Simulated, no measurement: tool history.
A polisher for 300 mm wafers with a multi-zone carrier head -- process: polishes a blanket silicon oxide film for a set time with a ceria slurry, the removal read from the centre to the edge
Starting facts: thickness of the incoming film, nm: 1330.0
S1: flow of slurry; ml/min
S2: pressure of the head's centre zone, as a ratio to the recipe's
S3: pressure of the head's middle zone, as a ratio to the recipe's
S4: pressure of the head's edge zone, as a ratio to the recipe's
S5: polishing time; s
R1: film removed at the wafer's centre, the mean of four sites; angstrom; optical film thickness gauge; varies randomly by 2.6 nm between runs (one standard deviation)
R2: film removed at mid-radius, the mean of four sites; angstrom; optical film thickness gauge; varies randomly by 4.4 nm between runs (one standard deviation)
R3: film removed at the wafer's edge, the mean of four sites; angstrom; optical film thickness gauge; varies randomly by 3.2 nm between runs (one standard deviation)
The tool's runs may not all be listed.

run	hour	S1	S2	S3	S4	S5	R1	R2	R3
1	0.0	145	1.00	1.00	1.00	66	4010.7	4146.2	4093.3
2	7.2	145	1.00	1.00	1.00	55	3322.7	3489.5	3331.2
3	9.4	175	1.00	1.00	1.00	55	3473.8	3515.9	3500.9
4	18.3	175	1.00	1.00	0.94	55	3465.9	3616.7	3360.2
5	21.7	175	1.00	1.00	0.88	55	3485.8	3647.8	3277.2
6	29.3	175	1.00	0.94	0.88	55	3480.6	3396.5	3250.6
7	36.0	165	0.99	0.93	0.88	55	3411.9	3346.8	3254.3
8	37.6	165	0.99	0.93	0.88	55	3406.2	3343.4	3285.1
9	46.1	160	0.98	0.92	0.87	55	3326.1	3307.5	3224.7
10	53.2	155	0.98	0.91	0.87	55	3312.0	3277.6	3238.4
11	60.6	150	0.98	0.90	0.86	55	3237.9	3195.3	3199.4

Predict the results of run 12:
12	62.3	145	0.98	0.90	0.86	55	?	?	?

{"run 12": {"R1": 3248.0, "R2": 3157.2, "R3": 3136.2}}
